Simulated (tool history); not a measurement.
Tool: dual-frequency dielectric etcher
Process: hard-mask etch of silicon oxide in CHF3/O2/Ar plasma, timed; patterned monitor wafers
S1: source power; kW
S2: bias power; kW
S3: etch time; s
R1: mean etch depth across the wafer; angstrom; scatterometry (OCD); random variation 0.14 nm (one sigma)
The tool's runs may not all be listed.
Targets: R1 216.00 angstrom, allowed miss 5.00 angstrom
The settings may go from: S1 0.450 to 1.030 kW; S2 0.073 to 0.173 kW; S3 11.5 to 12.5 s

run,day,S1,S2,S3,R1
1,0.000,0.740,0.123,12.5,253.03
2,0.246,0.800,0.123,12.5,258.76
3,0.421,0.800,0.142,12.5,272.60
4,0.792,0.750,0.136,12.5,262.75
5,0.900,0.710,0.130,12.5,259.47
6,1.212,0.710,0.121,12.5,250.11
# day 1.325: bias power generator calibrated
7,1.325,0.690,0.115,12.5,242.11
8,1.408,0.660,0.112,12.5,237.26

Which of these 4 next moves meets every target?
A,1.492,0.560,0.129,12.0,?
B,1.492,0.530,0.110,11.5,?
C,1.492,0.580,0.085,12.5,?
D,1.492,0.630,0.112,11.5,?

move,R1
A,225.82
B,200.25
C,203.89
D,213.38
A: nearer than the last run, and not there yet
B: takes the result that was furthest off past its target
C: takes the result that was furthest off past its target
D: meets every target
Answer: D
